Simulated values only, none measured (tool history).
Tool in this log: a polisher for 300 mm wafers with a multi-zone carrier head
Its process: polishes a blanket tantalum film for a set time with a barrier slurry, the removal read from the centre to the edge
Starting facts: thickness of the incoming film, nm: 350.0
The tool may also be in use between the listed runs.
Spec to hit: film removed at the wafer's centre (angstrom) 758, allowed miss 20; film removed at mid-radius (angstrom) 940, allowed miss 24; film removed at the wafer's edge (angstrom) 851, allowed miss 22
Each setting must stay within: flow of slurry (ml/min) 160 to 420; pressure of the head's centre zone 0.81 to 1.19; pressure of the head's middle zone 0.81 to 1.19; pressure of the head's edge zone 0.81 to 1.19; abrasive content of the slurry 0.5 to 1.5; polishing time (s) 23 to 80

| run | day | flow of slurry (ml/min) | pressure of the head's centre zone | pressure of the head's middle zone | pressure of the head's edge zone | abrasive content of the slurry | polishing time (s) | film removed at the wafer's centre (angstrom) | film removed at mid-radius (angstrom) | film removed at the wafer's edge (angstrom) |
|---|---|---|---|---|---|---|---|---|---|---|
| 1 | 0 | 270 | 1 | 1 | 1 | 1 | 51 | 1126.2 | 1134.8 | 1128.7 |
| 2 | 0.088 | 265 | 0.97 | 1 | 0.97 | 0.9 | 51 | 1059.6 | 1080.9 | 1087.8 |
| 3 | 0.379 | 265 | 0.97 | 0.92 | 0.97 | 0.9 | 51 | 1044.6 | 1035.3 | 1088.1 |
| 4 | 0.704 | 265 | 0.9 | 0.92 | 0.97 | 0.9 | 51 | 982.7 | 1050.9 | 1076.7 |
| 5 | 0.808 | 260 | 0.88 | 0.94 | 0.95 | 0.85 | 50 | 917.02 | 995.86 | 1023 |
| 6 | 1.075 | 210 | 0.88 | 0.94 | 0.95 | 0.85 | 50 | 868.93 | 951.74 | 989.11 |
| 7 | 1.333 | 205 | 0.87 | 0.97 | 0.92 | 0.85 | 50 | 862.9 | 963.79 | 979.97 |
| 8 | 1.612 | 205 | 0.86 | 1 | 0.9 | 0.8 | 50 | 826.86 | 975.3 | 947.78 |
| 9 | 1.654 | 205 | 0.86 | 1.01 | 0.88 | 0.75 | 50 | 810.88 | 958.43 | 901.02 |
|  | 1.788 | slurry nozzle cleaned |
| 10 | 1.788 | 200 | 0.85 | 1.01 | 0.87 | 0.75 | 50 | 842.08 | 983.68 | 921.11 |
| 11 | 1.929 | 200 | 0.85 | 1.01 | 0.87 | 0.75 | 50 | 841.08 | 995.98 | 935.86 |

Which single option among these 4 for the next run brings every result within its allowed miss of target? Just one does.
| A | 2.071 | 260 | 0.85 | 1.1 | 0.81 | 0.5 | 54 | ? | ? | ? |
| B | 2.071 | 245 | 0.81 | 1.01 | 0.83 | 0.55 | 54 | ? | ? | ? |
| C | 2.071 | 160 | 0.82 | 0.94 | 0.9 | 0.7 | 51 | ? | ? | ? |
| D | 2.071 | 260 | 1.01 | 1.03 | 0.81 | 0.8 | 44 | ? | ? | ? |

| move | film removed at the wafer's centre (angstrom) | film removed at mid-radius (angstrom) | film removed at the wafer's edge (angstrom) |
|---|---|---|---|
| A | 756.74 | 926.48 | 805.99 |
| B | 763.63 | 929.96 | 863.66 |
| C | 766.93 | 892.82 | 915.97 |
| D | 938.56 | 937.01 | 849.9 |
A: the furthest-off result lands on target, but another misses its tolerance
B: every result within its allowed miss
C: the furthest-off result lands on target, but another misses its tolerance
D: misses by more than the last run did
The move that meets every target is B.
